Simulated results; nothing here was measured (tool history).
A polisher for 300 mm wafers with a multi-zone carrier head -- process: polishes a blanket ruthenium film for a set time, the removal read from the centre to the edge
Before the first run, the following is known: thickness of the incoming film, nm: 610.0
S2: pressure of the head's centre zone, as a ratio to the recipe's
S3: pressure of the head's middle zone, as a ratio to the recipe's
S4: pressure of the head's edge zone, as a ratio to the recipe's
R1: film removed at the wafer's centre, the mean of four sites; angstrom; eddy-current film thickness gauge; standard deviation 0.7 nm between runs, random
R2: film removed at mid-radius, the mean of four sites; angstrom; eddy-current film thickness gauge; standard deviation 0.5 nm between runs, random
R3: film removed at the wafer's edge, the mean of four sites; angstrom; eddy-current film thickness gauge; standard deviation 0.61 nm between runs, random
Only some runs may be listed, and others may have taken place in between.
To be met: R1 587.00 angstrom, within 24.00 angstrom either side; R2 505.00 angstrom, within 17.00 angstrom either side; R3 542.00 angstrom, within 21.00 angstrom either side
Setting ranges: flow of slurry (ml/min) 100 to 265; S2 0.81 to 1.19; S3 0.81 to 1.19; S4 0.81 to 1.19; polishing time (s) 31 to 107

run 1 hour=0.0 | flow_of_slurry_(ml/min)=170 S2=1.00 S3=1.00 S4=1.00 polishing_time_(s)=69 | R1=654.17 R2=671.56 R3=658.12
run 2 hour=4.1 | flow_of_slurry_(ml/min)=165 S2=1.01 S3=0.98 S4=0.98 polishing_time_(s)=68 | R1=640.81 R2=648.99 R3=642.23
run 3 hour=5.9 | flow_of_slurry_(ml/min)=160 S2=1.02 S3=0.96 S4=0.97 polishing_time_(s)=67 | R1=647.33 R2=610.39 R3=631.78
run 4 hour=9.1 | flow_of_slurry_(ml/min)=155 S2=1.02 S3=0.95 S4=0.95 polishing_time_(s)=66 | R1=617.88 R2=608.52 R3=615.92
run 5 hour=10.1 | flow_of_slurry_(ml/min)=155 S2=1.03 S3=0.94 S4=0.94 polishing_time_(s)=65 | R1=627.11 R2=595.38 R3=605.02
run 6 hour=18.6 | flow_of_slurry_(ml/min)=155 S2=1.03 S3=0.90 S4=0.94 polishing_time_(s)=65 | R1=628.94 R2=571.84 R3=598.30
run 7 hour=26.5 | flow_of_slurry_(ml/min)=155 S2=1.03 S3=0.90 S4=0.94 polishing_time_(s)=65 | R1=621.59 R2=574.36 R3=608.80
run 8 hour=33.6 | flow_of_slurry_(ml/min)=150 S2=1.04 S3=0.89 S4=0.93 polishing_time_(s)=64 | R1=622.33 R2=551.41 R3=585.49
run 9 hour=39.7 | flow_of_slurry_(ml/min)=145 S2=1.04 S3=0.88 S4=0.92 polishing_time_(s)=64 | R1=621.61 R2=540.51 R3=569.02
run 10 hour=48.5 | flow_of_slurry_(ml/min)=140 S2=1.04 S3=0.88 S4=0.92 polishing_time_(s)=64 | R1=606.18 R2=543.17 R3=573.03
run 11 hour=51.6 | flow_of_slurry_(ml/min)=135 S2=1.04 S3=0.87 S4=0.92 polishing_time_(s)=64 | R1=614.61 R2=527.52 R3=569.90
run 12 hour=54.9 | flow_of_slurry_(ml/min)=130 S2=1.04 S3=0.87 S4=0.92 polishing_time_(s)=64 | R1=595.12 R2=530.83 R3=569.92
run 13 hour=62.1 | flow_of_slurry_(ml/min)=130 S2=1.04 S3=0.87 S4=0.91 polishing_time_(s)=64 | R1=587.81 R2=526.20 R3=573.09

Which one of the following 5 next-run settings gets every result inside its allowed miss? There is exactly one.
run A hour=69.3 | flow_of_slurry_(ml/min)=165 S2=1.00 S3=0.81 S4=0.83 polishing_time_(s)=62 | R1=? R2=? R3=?
run B hour=69.3 | flow_of_slurry_(ml/min)=110 S2=0.99 S3=0.97 S4=0.89 polishing_time_(s)=65 | R1=? R2=? R3=?
run C hour=69.3 | flow_of_slurry_(ml/min)=140 S2=0.91 S3=0.83 S4=0.89 polishing_time_(s)=70 | R1=? R2=? R3=?
run D hour=69.3 | flow_of_slurry_(ml/min)=110 S2=0.99 S3=0.81 S4=0.94 polishing_time_(s)=70 | R1=? R2=? R3=?
run E hour=69.3 | flow_of_slurry_(ml/min)=100 S2=1.09 S3=0.81 S4=0.86 polishing_time_(s)=63 | R1=? R2=? R3=?

move=A R1=582.81 R2=504.76 R3=547.23
move=B R1=559.06 R2=572.61 R3=561.97
move=C R1=580.94 R2=566.52 R3=625.43
move=D R1=601.39 R2=531.17 R3=621.99
move=E R1=583.29 R2=468.73 R3=530.31
A: in spec on every target
B: brings the last run's worst result on target, with another outside its allowed miss
C: lands further from the targets than the last run did
D: lands further from the targets than the last run did
E: brings the last run's worst result on target, with another outside its allowed miss
A is the move that brings every result within its allowed miss.
